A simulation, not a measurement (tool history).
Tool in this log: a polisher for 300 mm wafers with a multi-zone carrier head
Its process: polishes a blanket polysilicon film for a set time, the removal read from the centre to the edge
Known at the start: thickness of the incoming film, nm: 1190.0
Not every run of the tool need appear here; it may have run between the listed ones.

| run | day | flow of slurry (ml/min) | pressure of the head's centre zone | pressure of the head's middle zone | pressure of the head's edge zone | polishing time (s) | film removed at the wafer's centre (nm) | film removed at mid-radius (nm) | film removed at the wafer's edge (nm) |
|---|---|---|---|---|---|---|---|---|---|
| 1 | 0.000 | 125 | 1.00 | 1.00 | 1.00 | 35 | 431.67 | 427.33 | 459.96 |
| 2 | 0.083 | 115 | 1.02 | 1.00 | 0.95 | 34 | 412.41 | 388.21 | 432.25 |
| 3 | 0.142 | 115 | 1.10 | 1.00 | 0.95 | 34 | 447.23 | 407.03 | 430.26 |
| 4 | 0.296 | 110 | 1.11 | 1.02 | 0.92 | 33 | 428.58 | 387.12 | 410.67 |
| 5 | 0.338 | 110 | 1.16 | 1.02 | 0.92 | 33 | 452.99 | 388.71 | 407.49 |
| 6 | 0.367 | 105 | 1.16 | 1.04 | 0.89 | 33 | 434.93 | 392.19 | 396.32 |

Predict the results of run 7:
| 7 | 0.479 | 100 | 1.17 | 1.04 | 0.87 | 33 | ? | ? | ? |

film removed at the wafer's centre (nm): 441.19
film removed at mid-radius (nm): 387.78
film removed at the wafer's edge (nm): 388.50
